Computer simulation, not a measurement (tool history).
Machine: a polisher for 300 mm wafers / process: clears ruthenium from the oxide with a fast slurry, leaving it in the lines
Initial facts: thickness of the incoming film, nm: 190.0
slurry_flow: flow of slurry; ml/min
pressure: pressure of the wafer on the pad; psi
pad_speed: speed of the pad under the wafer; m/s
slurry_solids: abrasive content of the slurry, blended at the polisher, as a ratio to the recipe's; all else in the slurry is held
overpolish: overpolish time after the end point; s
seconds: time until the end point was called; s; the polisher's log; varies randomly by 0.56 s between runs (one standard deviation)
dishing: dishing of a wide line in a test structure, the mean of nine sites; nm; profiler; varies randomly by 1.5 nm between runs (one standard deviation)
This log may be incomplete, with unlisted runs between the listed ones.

{"run": 1, "hour": 0.0, "slurry_flow": 210, "pressure": 2.7, "pad_speed": 1.04, "slurry_solids": 1, "overpolish": 15, "seconds": 52.003, "dishing": 48.053}
{"run": 2, "hour": 5.2, "slurry_flow": 210, "pressure": 2.7, "pad_speed": 0.8, "slurry_solids": 1, "overpolish": 15, "seconds": 60.589, "dishing": 40.357}
{"run": 3, "hour": 5.9, "slurry_flow": 210, "pressure": 2.8, "pad_speed": 0.8, "slurry_solids": 1, "overpolish": 15, "seconds": 60.438, "dishing": 41.897}
{"run": 4, "hour": 7.7, "slurry_flow": 210, "pressure": 3, "pad_speed": 0.8, "slurry_solids": 1, "overpolish": 15, "seconds": 56.716, "dishing": 43.988}
{"run": 5, "hour": 13.0, "slurry_flow": 210, "pressure": 3, "pad_speed": 0.8, "slurry_solids": 1, "overpolish": 18, "seconds": 57.261, "dishing": 50.005}
{"run": 6, "hour": 14.5, "slurry_flow": 210, "pressure": 3, "pad_speed": 0.54, "slurry_solids": 1, "overpolish": 18, "seconds": 71.173, "dishing": 42.891}
{"run": 7, "hour": 20.5, "slurry_flow": 210, "pressure": 3.2, "pad_speed": 0.56, "slurry_solids": 1, "overpolish": 18, "seconds": 66.901, "dishing": 45.84}
{"run": 8, "hour": 26.8, "slurry_flow": 210, "pressure": 3.4, "pad_speed": 0.6, "slurry_solids": 1, "overpolish": 18, "seconds": 62.775, "dishing": 48.003}
{"run": 9, "hour": 30.9, "slurry_flow": 210, "pressure": 3.5, "pad_speed": 0.64, "slurry_solids": 1, "overpolish": 18, "seconds": 59.846, "dishing": 51.671}

Predict the results of run 10:
{"run": 10, "hour": 33.0, "slurry_flow": 210, "pressure": 3.6, "pad_speed": 0.68, "slurry_solids": 1, "overpolish": 18, "seconds": "?", "dishing": "?"}

{"run 10": {"seconds": 55.778, "dishing": 51.193}}
